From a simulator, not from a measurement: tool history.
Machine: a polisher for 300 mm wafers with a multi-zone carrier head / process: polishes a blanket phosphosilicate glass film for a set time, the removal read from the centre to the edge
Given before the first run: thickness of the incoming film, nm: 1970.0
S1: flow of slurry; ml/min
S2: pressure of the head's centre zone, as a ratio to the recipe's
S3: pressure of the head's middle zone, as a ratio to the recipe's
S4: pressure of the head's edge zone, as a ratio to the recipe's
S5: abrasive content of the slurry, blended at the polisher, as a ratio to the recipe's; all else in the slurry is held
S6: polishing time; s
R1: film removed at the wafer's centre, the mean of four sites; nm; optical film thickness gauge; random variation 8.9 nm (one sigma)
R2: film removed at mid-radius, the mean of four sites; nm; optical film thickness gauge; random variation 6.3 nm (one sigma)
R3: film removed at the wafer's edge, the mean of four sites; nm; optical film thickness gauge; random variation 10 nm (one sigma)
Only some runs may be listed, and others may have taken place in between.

run 1 hour=0.0 | S1=195 S2=1.00 S3=1.00 S4=1.00 S5=1.00 S6=61 | R1=844.75 R2=842.57 R3=842.21
run 2 hour=4.7 | S1=195 S2=1.00 S3=1.04 S4=1.00 S5=1.00 S6=61 | R1=829.73 R2=875.18 R3=863.99
run 3 hour=13.0 | S1=210 S2=1.01 S3=1.04 S4=1.03 S5=1.00 S6=61 | R1=871.34 R2=896.07 R3=870.54
run 4 hour=16.2 | S1=205 S2=1.00 S3=1.03 S4=1.06 S5=1.05 S6=61 | R1=859.17 R2=896.14 R3=913.61
run 5 hour=23.3 | S1=215 S2=1.00 S3=1.03 S4=1.08 S5=1.05 S6=61 | R1=875.31 R2=912.47 R3=909.30
run 6 hour=28.7 | S1=195 S2=1.00 S3=1.03 S4=1.08 S5=1.05 S6=61 | R1=872.94 R2=890.15 R3=907.88

Run 7, settings as shown, results not yet in. Your forecast:
run 7 hour=29.5 | S1=200 S2=1.00 S3=1.03 S4=1.10 S5=1.05 S6=61 | R1=? R2=? R3=?

Logged for run 7: R1 867.08 nm, R2 894.39 nm, R3 915.52 nm.
